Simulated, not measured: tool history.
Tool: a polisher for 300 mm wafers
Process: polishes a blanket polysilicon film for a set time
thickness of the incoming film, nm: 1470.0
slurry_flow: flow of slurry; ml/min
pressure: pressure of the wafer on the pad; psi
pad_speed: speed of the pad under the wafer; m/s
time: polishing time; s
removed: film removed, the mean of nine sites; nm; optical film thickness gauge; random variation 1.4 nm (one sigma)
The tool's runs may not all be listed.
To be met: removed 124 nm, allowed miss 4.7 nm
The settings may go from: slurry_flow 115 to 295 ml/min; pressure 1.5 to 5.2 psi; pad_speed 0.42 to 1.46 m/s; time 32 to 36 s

run	hour	slurry_flow	pressure	pad_speed	time	removed
1	0	190	3.3	0.94	36	358.9
2	1.3	190	3	0.86	36	296.77
3	5.6	190	3	1	36	342.77
4	10.3	190	3	0.82	36	284.76
5	16.2	190	3	0.82	32	249.59
6	18.1	190	3	0.82	36	284.87
7	26.7	190	2.8	0.78	36	251.27
8	33	190	2.6	0.74	36	223.24
9	37.5	190	2.4	0.72	36	203.05
10	45.6	190	2.4	0.72	36	205.16
11	48.8	190	2.4	0.72	36	201.78
12	51.7	190	2.3	0.7	36	190.81
13	56.4	190	2.2	0.68	36	177.05
14	61.3	190	2.1	0.66	36	167.02
15	69.4	185	1.5	0.54	36	100.24
16	71.6	195	1.5	0.54	36	99.297
17	77.9	190	1.6	0.54	36	104.93
18	84.2	190	1.6	0.54	36	104.82
19	86.4	190	1.7	0.54	36	109.22
# hour 87.5: head pressure recalibrated
20	87.5	200	2.1	0.54	36	144.82
21	91.4	190	2.1	0.54	36	142.47
22	97.7	170	1.6	0.54	36	109.27

Which of these 5 next moves meets every target?
A	104	175	2.1	0.5	36	?
B	104	120	1.5	0.56	33	?
C	104	190	1.7	0.42	34	?
D	104	195	1.8	0.48	33	?
E	104	165	1.5	0.74	32	?

move	removed
A	133.2
B	93.55
C	88.291
D	102.86
E	124.24
A: takes the result that was furthest off past its target
B: further off than the last run
C: further off than the last run
D: further off than the last run
E: meets every target
Move E is the one to make.
